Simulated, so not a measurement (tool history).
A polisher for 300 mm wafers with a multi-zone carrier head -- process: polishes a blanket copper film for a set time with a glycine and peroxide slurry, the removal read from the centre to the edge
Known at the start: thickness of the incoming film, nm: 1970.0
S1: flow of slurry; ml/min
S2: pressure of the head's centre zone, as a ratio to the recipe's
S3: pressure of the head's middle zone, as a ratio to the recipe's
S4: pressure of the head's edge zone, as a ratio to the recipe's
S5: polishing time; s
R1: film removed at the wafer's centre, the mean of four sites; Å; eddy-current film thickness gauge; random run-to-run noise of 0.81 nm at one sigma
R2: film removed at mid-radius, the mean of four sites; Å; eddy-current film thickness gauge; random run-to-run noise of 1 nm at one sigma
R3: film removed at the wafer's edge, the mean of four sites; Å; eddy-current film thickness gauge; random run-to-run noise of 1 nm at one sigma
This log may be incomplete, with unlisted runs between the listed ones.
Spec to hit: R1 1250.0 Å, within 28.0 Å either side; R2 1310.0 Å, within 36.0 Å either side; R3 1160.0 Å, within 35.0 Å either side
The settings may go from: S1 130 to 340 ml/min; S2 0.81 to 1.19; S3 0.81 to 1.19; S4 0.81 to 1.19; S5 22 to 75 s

run 1 hour=0.0 | S1=220 S2=1.00 S3=1.00 S4=1.00 S5=48 | R1=1889.6 R2=1904.2 R3=1901.0
run 2 hour=3.8 | S1=220 S2=1.06 S3=1.00 S4=1.00 S5=48 | R1=2028.6 R2=1887.3 R3=1917.6
run 3 hour=12.5 | S1=225 S2=1.05 S3=1.00 S4=0.98 S5=45 | R1=1866.0 R2=1793.7 R3=1757.8
run 4 hour=19.2 | S1=225 S2=1.05 S3=1.00 S4=0.95 S5=45 | R1=1872.7 R2=1780.4 R3=1742.4
run 5 hour=25.5 | S1=225 S2=1.05 S3=1.00 S4=1.03 S5=45 | R1=1870.9 R2=1788.1 R3=1824.7
run 6 hour=27.3 | S1=225 S2=1.10 S3=1.00 S4=1.03 S5=45 | R1=1943.2 R2=1793.5 R3=1820.9
run 7 hour=35.0 | S1=225 S2=1.08 S3=1.00 S4=1.00 S5=43 | R1=1828.1 R2=1730.2 R3=1712.4
run 8 hour=41.3 | S1=225 S2=1.07 S3=1.00 S4=0.98 S5=41 | R1=1738.6 R2=1619.7 R3=1610.3
run 9 hour=43.1 | S1=225 S2=0.97 S3=1.10 S4=0.88 S5=29 | R1=1121.1 R2=1230.5 R3=1070.8
run 10 hour=49.1 | S1=235 S2=0.98 S3=1.10 S4=0.89 S5=29 | R1=1132.1 R2=1259.5 R3=1109.6
run 11 hour=52.2 | S1=235 S2=0.98 S3=1.10 S4=0.89 S5=29 | R1=1135.4 R2=1267.9 R3=1084.5
run 12 hour=57.9 | S1=240 S2=0.99 S3=1.09 S4=0.90 S5=29 | R1=1149.8 R2=1251.0 R3=1096.4

Exactly one of the 5 candidate moves below puts every result within its allowed miss. Which one?
run A hour=63.6 | S1=280 S2=1.01 S3=1.07 S4=0.89 S5=30 | R1=? R2=? R3=?
run B hour=63.6 | S1=200 S2=0.86 S3=0.99 S4=0.98 S5=30 | R1=? R2=? R3=?
run C hour=63.6 | S1=225 S2=1.07 S3=1.04 S4=0.87 S5=29 | R1=? R2=? R3=?
run D hour=63.6 | S1=205 S2=1.06 S3=0.99 S4=0.94 S5=30 | R1=? R2=? R3=?
run E hour=63.6 | S1=225 S2=0.95 S3=1.12 S4=0.93 S5=27 | R1=? R2=? R3=?

move=A R1=1240.6 R2=1292.3 R3=1136.3
move=B R1=1006.7 R2=1161.3 R3=1153.4
move=C R1=1235.4 R2=1188.3 R3=1067.0
move=D R1=1247.8 R2=1164.2 R3=1133.8
move=E R1=1020.8 R2=1179.3 R3=1023.1
A: hits every target within its allowed miss
B: moves away from the targets compared with the last run
C: the worst result of the last run now meets its target, but another is out of spec
D: the worst result of the last run now meets its target, but another is out of spec
E: moves away from the targets compared with the last run
A is the move that brings every result within its allowed miss.
